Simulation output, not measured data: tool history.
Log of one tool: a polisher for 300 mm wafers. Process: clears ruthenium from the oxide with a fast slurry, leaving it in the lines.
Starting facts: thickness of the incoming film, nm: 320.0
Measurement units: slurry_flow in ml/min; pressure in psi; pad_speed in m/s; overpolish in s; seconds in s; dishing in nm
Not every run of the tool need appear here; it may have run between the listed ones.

| run | hour | slurry_flow | pressure | pad_speed | slurry_solids | overpolish | seconds | dishing |
|---|---|---|---|---|---|---|---|---|
| 1 | 0.0 | 215 | 1.9 | 1.30 | 1.0 | 15 | 96.233 | 38.364 |
| 2 | 5.1 | 215 | 1.9 | 1.30 | 1.2 | 15 | 89.563 | 41.721 |
| 3 | 13.7 | 220 | 2.1 | 1.30 | 1.2 | 14 | 81.637 | 41.959 |
| 4 | 16.7 | 220 | 1.7 | 1.30 | 1.2 | 14 | 97.503 | 35.605 |
| 5 | 21.3 | 225 | 2.0 | 1.32 | 1.2 | 13 | 84.319 | 39.252 |
| 6 | 23.5 | 225 | 1.5 | 1.32 | 1.2 | 13 | 110.740 | 30.748 |

Run 7 has not been measured yet. What should we expect?
| 7 | 27.8 | 225 | 1.8 | 1.32 | 1.2 | 12 | ? | ? |

{"run 7": {"seconds": 91.766, "dishing": 32.583}}
